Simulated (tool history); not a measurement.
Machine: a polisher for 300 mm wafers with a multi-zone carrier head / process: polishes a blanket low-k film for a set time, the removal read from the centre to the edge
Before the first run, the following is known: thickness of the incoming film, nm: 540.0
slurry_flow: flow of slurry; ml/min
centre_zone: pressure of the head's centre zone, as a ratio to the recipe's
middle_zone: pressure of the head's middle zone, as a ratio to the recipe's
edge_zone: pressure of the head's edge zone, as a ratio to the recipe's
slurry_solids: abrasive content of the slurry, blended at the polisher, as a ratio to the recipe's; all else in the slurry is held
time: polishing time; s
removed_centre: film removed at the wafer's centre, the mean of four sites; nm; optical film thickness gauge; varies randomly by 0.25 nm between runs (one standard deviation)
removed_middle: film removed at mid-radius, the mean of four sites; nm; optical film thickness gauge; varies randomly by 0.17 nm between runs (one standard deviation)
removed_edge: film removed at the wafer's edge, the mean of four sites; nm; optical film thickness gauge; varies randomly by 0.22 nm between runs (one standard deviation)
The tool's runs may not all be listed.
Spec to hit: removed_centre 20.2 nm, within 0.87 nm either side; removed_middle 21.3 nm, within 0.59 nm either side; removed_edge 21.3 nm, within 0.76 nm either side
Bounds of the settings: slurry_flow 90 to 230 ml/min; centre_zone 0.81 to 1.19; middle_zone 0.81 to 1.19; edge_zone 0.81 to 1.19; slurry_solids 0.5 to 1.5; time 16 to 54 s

run,hour,slurry_flow,centre_zone,middle_zone,edge_zone,slurry_solids,time,removed_centre,removed_middle,removed_edge
1,0,150,1,1,1,1,35,14.866,14.76,15.714
2,7.8,155,1.01,1.01,1.01,1.05,35,15.379,15.34,16.418
3,16,155,1.01,1.01,1.01,1.15,35,16.177,16.239,16.869
4,21,155,1.01,1.01,1.01,0.95,35,14.569,14.492,15.234
5,27.3,155,1.01,1.02,1.02,1,35,15.074,15.067,15.62
6,32.6,155,1.07,1.02,1.02,1,35,16.091,14.952,15.757
7,40.6,160,1.07,1.03,1.03,1.05,35,16.273,15.631,16.346
8,47.7,165,1.07,1.04,1.04,1.1,35,17.523,16.198,16.75
9,50.2,165,1.06,1.04,1.05,1.15,35,17.559,16.541,17.175
10,55.8,165,1.05,1.04,1.06,1.2,35,17.24,17.166,17.619
11,59.9,165,1.05,1.04,1.07,1.25,35,17.643,17.026,18.162
12,62.2,170,1.05,1.05,1.08,1.3,35,18.147,17.483,18.33
13,68.5,170,1.05,1.06,1.08,1.3,35,18.027,17.763,18.331
14,72.1,170,1.05,1.07,1.09,1.3,35,18.188,17.997,18.622
15,76.1,170,1.05,1.08,1.1,1.3,35,18.749,18.079,18.453
16,80.3,170,1.04,1.08,1.1,1.3,35,18.051,17.812,18.902
# hour 85.1: slurry nozzle cleaned
17,85.1,175,1.04,1.09,1.1,1.3,35,19.261,19.312,19.612
18,89.5,180,1.04,1.09,1.1,1.3,35,19.142,19.664,19.536
19,91.4,215,1.04,1.1,1.19,1.35,35,20.685,20.359,20.727
20,99.8,215,1.03,1.1,1.19,1.35,35,19.855,20.279,20.913
21,107.1,220,1.02,1.11,1.19,1.35,35,20.162,20.482,20.989

Which of these 4 next moves meets every target?
A,114.4,225,1.05,1.12,1.19,1.35,34,?,?,?
B,114.4,230,1.01,1.14,1.19,1.5,34,?,?,?
C,114.4,205,1.04,0.99,1.17,1.15,39,?,?,?
D,114.4,200,0.98,1.05,1.17,1.45,35,?,?,?

move,removed_centre,removed_middle,removed_edge
A,20.292,20.361,20.397
B,20.408,21.571,21.305
C,21.196,19.678,21.498
D,19.747,20.311,21.266
A: moves away from the targets compared with the last run
B: meets every target
C: moves away from the targets compared with the last run
D: moves away from the targets compared with the last run
The right move is B.
